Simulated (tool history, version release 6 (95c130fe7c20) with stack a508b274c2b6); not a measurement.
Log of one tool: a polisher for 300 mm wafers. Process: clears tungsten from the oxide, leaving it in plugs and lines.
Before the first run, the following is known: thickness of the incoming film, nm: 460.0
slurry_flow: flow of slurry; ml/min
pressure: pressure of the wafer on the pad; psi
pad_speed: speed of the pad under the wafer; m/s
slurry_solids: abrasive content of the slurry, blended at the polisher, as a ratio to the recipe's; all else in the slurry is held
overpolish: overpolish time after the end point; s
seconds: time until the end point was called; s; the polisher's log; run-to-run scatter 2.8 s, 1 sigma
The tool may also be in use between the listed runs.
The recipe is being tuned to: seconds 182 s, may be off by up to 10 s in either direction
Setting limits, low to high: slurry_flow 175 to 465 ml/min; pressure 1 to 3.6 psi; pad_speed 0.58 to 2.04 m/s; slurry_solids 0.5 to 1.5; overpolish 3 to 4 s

run 1 hour=0 | slurry_flow=295 pressure=2.3 pad_speed=1.3 slurry_solids=1 overpolish=4 | seconds=120.74
run 2 hour=1.4 | slurry_flow=295 pressure=2.2 pad_speed=1.3 slurry_solids=1 overpolish=4 | seconds=124.39
run 3 hour=8 | slurry_flow=295 pressure=2.2 pad_speed=1.3 slurry_solids=1 overpolish=4 | seconds=123.6
run 4 hour=16.2 | slurry_flow=295 pressure=2.6 pad_speed=1.3 slurry_solids=1 overpolish=4 | seconds=106.68
run 5 hour=16.9 | slurry_flow=335 pressure=2.6 pad_speed=1.3 slurry_solids=1 overpolish=4 | seconds=108.49
run 6 hour=18.8 | slurry_flow=380 pressure=2.6 pad_speed=1.3 slurry_solids=1 overpolish=4 | seconds=108.57
run 7 hour=20.5 | slurry_flow=380 pressure=2.5 pad_speed=1.3 slurry_solids=1 overpolish=4 | seconds=109.49
run 8 hour=24.4 | slurry_flow=380 pressure=2.4 pad_speed=1.28 slurry_solids=1 overpolish=4 | seconds=114.19
run 9 hour=31 | slurry_flow=380 pressure=1.8 pad_speed=1.2 slurry_solids=1 overpolish=4 | seconds=161.63
run 10 hour=37.4 | slurry_flow=380 pressure=1.7 pad_speed=1.2 slurry_solids=1 overpolish=4 | seconds=167.9

4 next moves are on the table. One of them brings every result within its allowed miss. Which?
run A hour=43.8 | slurry_flow=465 pressure=1.9 pad_speed=0.98 slurry_solids=0.85 overpolish=3 | seconds=?
run B hour=43.8 | slurry_flow=335 pressure=2.1 pad_speed=1.04 slurry_solids=0.95 overpolish=3 | seconds=?
run C hour=43.8 | slurry_flow=360 pressure=1.9 pad_speed=1.26 slurry_solids=1.05 overpolish=4 | seconds=?
run D hour=43.8 | slurry_flow=355 pressure=1.8 pad_speed=1.24 slurry_solids=1.05 overpolish=4 | seconds=?

move=A seconds=184.11
move=B seconds=159.31
move=C seconds=145.4
move=D seconds=155.44
A: every result within its allowed miss
B: moves away from the targets compared with the last run
C: moves away from the targets compared with the last run
D: moves away from the targets compared with the last run
The move that meets every target is A.
